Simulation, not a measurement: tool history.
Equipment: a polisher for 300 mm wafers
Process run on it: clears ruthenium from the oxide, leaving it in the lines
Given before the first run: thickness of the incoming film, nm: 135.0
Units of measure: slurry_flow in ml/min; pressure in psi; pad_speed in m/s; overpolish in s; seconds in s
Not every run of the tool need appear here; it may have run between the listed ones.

run	hour	slurry_flow	pressure	pad_speed	overpolish	seconds
1	0.0	280	2.0	1.14	28	106.970
2	4.9	280	2.0	1.14	30	105.340
3	7.3	315	2.0	1.14	30	107.720
4	13.8	315	2.0	1.14	30	105.600
5	14.8	315	2.1	1.16	30	98.989
6	22.8	315	2.5	1.16	30	84.276
7	23.6	315	2.6	1.18	30	81.217
8	28.7	315	2.7	1.22	30	75.064

Run 9 is up next; what results do you expect?
9	31.4	315	2.7	1.24	30	?

seconds: 72.850 s

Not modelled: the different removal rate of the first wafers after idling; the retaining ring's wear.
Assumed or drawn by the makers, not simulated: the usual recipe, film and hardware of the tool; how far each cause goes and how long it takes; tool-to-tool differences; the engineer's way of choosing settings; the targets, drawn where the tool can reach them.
